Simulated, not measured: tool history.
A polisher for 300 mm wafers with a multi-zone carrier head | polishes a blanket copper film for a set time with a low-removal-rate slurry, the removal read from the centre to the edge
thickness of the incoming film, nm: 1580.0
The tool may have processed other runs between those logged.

run	day	flow of slurry (ml/min)	pressure of the head's centre zone	pressure of the head's middle zone	pressure of the head's edge zone	abrasive content of the slurry	polishing time (s)	film removed at the wafer's centre (nm)	film removed at mid-radius (nm)	film removed at the wafer's edge (nm)
1	0.000	155	1.00	1.00	1.00	1.00	84	327.98	331.17	330.21
2	0.250	170	1.04	1.04	0.99	1.10	87	370.82	372.04	337.12
3	0.317	170	0.95	1.04	0.99	1.10	87	339.20	366.92	353.42
4	0.604	175	0.99	1.05	1.00	1.20	91	388.86	400.08	376.45
5	0.850	180	1.02	1.08	1.01	1.30	92	405.21	418.70	397.62
6	1.104	180	1.02	1.08	1.01	1.45	92	415.32	424.94	399.17
7	1.154	190	1.05	1.10	1.00	1.45	93	439.05	445.66	405.10
8	1.408	200	1.08	1.12	1.00	1.45	94	452.10	465.37	417.84

Run 9 is up next; what results do you expect?
9	1.704	205	1.11	1.13	0.98	1.45	95	?	?	?

Logged for run 9: film removed at the wafer's centre (nm) 475.51, film removed at mid-radius (nm) 471.17, film removed at the wafer's edge (nm) 414.93.
